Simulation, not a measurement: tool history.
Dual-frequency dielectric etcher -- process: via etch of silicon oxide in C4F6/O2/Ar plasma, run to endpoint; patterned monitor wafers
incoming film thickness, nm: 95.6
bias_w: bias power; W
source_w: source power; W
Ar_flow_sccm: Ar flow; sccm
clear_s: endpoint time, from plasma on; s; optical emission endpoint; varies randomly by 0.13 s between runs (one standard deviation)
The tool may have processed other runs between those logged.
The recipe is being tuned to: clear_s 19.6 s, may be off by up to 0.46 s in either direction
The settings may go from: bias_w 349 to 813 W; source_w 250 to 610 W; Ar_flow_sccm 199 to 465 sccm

| run | hour | bias_w | source_w | Ar_flow_sccm | clear_s |
|---|---|---|---|---|---|
| 1 | 0 | 581 | 430 | 332 | 17.445 |
| 2 | 3.4 | 545 | 430 | 332 | 17.415 |
| 3 | 9.2 | 545 | 430 | 390 | 17.832 |
| 4 | 10.2 | 545 | 430 | 347 | 17.762 |
| 5 | 13.3 | 505 | 420 | 349 | 18.274 |
| 6 | 20 | 602 | 420 | 349 | 17.24 |
| 7 | 25 | 551 | 410 | 351 | 17.724 |
| 8 | 28.2 | 505 | 400 | 356 | 18.516 |
| 9 | 29.2 | 482 | 390 | 357 | 18.586 |

Exercise: of the 5 proposed moves below, exactly one satisfies all targets within the stated allowed misses. Which move is it?
| A | 30.2 | 591 | 440 | 359 | ? |
| B | 30.2 | 613 | 390 | 404 | ? |
| C | 30.2 | 500 | 410 | 365 | ? |
| D | 30.2 | 477 | 440 | 382 | ? |
| E | 30.2 | 412 | 390 | 347 | ? |

| move | clear_s |
|---|---|
| A | 17.345 |
| B | 18.037 |
| C | 18.551 |
| D | 18.48 |
| E | 19.631 |
A: moves away from the targets compared with the last run
B: moves away from the targets compared with the last run
C: about the same distance from the targets as the last run
D: moves away from the targets compared with the last run
E: all results land within tolerance of their targets
So the answer is move E, the one that meets all the targets.
